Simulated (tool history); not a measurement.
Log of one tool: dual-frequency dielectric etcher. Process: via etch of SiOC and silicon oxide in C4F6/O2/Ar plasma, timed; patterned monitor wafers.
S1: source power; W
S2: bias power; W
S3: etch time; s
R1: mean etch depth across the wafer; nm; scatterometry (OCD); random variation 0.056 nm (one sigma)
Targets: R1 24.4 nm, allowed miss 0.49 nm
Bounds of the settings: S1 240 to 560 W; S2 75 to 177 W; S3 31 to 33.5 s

| run | hour | S1 | S2 | S3 | R1 |
|---|---|---|---|---|---|
| 1 | 0 | 400 | 126 | 33.5 | 31.345 |
| 2 | 7.2 | 370 | 119 | 33 | 29.068 |
| 3 | 14.5 | 370 | 142 | 33 | 30.693 |
| 4 | 20.4 | 330 | 142 | 33 | 28.531 |
| 5 | 28.5 | 390 | 142 | 33 | 31.468 |
| 6 | 35.1 | 390 | 153 | 33 | 32.364 |
| 7 | 36.6 | 360 | 149 | 33 | 30.434 |
| 8 | 42.1 | 340 | 146 | 33 | 29.233 |
| 9 | 50.8 | 320 | 144 | 33 | 28.061 |
| 10 | 53.7 | 310 | 143 | 33 | 27.473 |
| 11 | 58.1 | 300 | 142 | 33 | 26.777 |

Which of these 5 next moves meets every target?
| A | 62.5 | 280 | 148 | 33 | ? |
| B | 62.5 | 260 | 150 | 31 | ? |
| C | 62.5 | 280 | 143 | 31.5 | ? |
| D | 62.5 | 290 | 113 | 31 | ? |
| E | 62.5 | 290 | 132 | 33 | ? |

| move | R1 |
|---|---|
| A | 25.83 |
| B | 23.103 |
| C | 24.395 |
| D | 22.925 |
| E | 25.552 |
A: nearer than the last run, and not there yet
B: takes the result that was furthest off past its target
C: meets every target
D: takes the result that was furthest off past its target
E: nearer than the last run, and not there yet
Answer: C
